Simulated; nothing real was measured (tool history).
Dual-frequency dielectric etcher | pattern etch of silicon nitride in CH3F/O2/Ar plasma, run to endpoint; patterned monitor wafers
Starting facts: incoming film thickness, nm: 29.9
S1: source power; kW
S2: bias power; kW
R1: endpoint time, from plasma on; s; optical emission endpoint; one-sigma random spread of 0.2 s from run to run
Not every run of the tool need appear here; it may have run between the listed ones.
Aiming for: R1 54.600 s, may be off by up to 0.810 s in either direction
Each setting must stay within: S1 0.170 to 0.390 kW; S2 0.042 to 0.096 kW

Run 1, day 0.000: S1 0.280 kW, S2 0.069 kW. Result: R1 48.341 s.
Run 2, day 0.229: S1 0.260 kW, S2 0.068 kW. Result: R1 49.924 s.
Run 3, day 0.258: S1 0.240 kW, S2 0.068 kW. Result: R1 51.303 s.
Run 4, day 0.296: S1 0.240 kW, S2 0.061 kW. Result: R1 52.912 s.
Run 5, day 0.550: S1 0.240 kW, S2 0.049 kW. Result: R1 55.827 s.
Run 6, day 0.633: S1 0.290 kW, S2 0.049 kW. Result: R1 51.850 s.
Run 7, day 0.775: S1 0.280 kW, S2 0.049 kW. Result: R1 52.883 s.
Run 8, day 0.858: S1 0.270 kW, S2 0.049 kW. Result: R1 53.700 s.

Pick the move, out of 5, that brings all results within their allowed miss; only one does.
Run A, day 0.942: S1 0.240 kW, S2 0.044 kW. Result: R1 ?.
Run B, day 0.942: S1 0.290 kW, S2 0.048 kW. Result: R1 ?.
Run C, day 0.942: S1 0.250 kW, S2 0.042 kW. Result: R1 ?.
Run D, day 0.942: S1 0.260 kW, S2 0.047 kW. Result: R1 ?.
Run E, day 0.942: S1 0.260 kW, S2 0.058 kW. Result: R1 ?.

move      R1
   A  57.489
   B  52.657
   C  57.288
   D  55.016
   E  52.159
A: pushes the last run's worst result past its target
B: lands further from the targets than the last run did
C: pushes the last run's worst result past its target
D: every result lands within tolerance
E: lands further from the targets than the last run did
Correct choice: D, which meets every target

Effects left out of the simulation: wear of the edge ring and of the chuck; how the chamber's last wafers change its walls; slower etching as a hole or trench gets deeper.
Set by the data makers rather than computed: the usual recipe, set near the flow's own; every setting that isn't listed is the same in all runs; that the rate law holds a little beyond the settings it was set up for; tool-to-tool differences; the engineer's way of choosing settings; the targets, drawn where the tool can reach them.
